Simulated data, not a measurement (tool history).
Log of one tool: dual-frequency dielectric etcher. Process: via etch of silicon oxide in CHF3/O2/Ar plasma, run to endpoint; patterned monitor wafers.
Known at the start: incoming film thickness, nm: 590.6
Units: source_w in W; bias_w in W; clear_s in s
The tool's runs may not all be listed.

run,hour,source_w,bias_w,clear_s
1,0.0,490,199,332.55
2,2.5,490,218,321.12
3,6.7,490,189,337.83
4,15.4,560,189,311.47
5,20.4,610,189,301.32
# hour 25.6: wet clean of the chamber
6,25.6,660,189,292.12

Forecast run 7:
7,31.6,610,179,?

{"run 7": {"clear_s": 313.48}}
